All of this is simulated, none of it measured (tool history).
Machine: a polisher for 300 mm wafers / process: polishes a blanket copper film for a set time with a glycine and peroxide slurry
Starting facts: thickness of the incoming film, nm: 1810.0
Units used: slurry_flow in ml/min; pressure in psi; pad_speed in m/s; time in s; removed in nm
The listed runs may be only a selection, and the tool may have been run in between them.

run,hour,slurry_flow,pressure,pad_speed,time,removed
1,0.0,300,3.0,0.76,105,436.46
2,8.2,300,3.0,0.90,105,498.26
3,12.7,300,2.8,0.88,105,468.35
4,16.9,300,2.8,1.04,105,520.12
5,21.3,300,2.8,1.04,110,554.04
6,23.2,300,2.6,0.98,109,501.90
7,30.7,300,2.4,0.94,108,437.23
8,33.0,300,2.3,0.92,108,417.37
9,41.3,300,2.2,0.90,108,389.05
10,43.2,300,2.1,0.90,108,382.44

Predict the results of run 11:
11,52.0,300,2.0,0.88,108,?

{"run 11": {"removed": 370.45}}
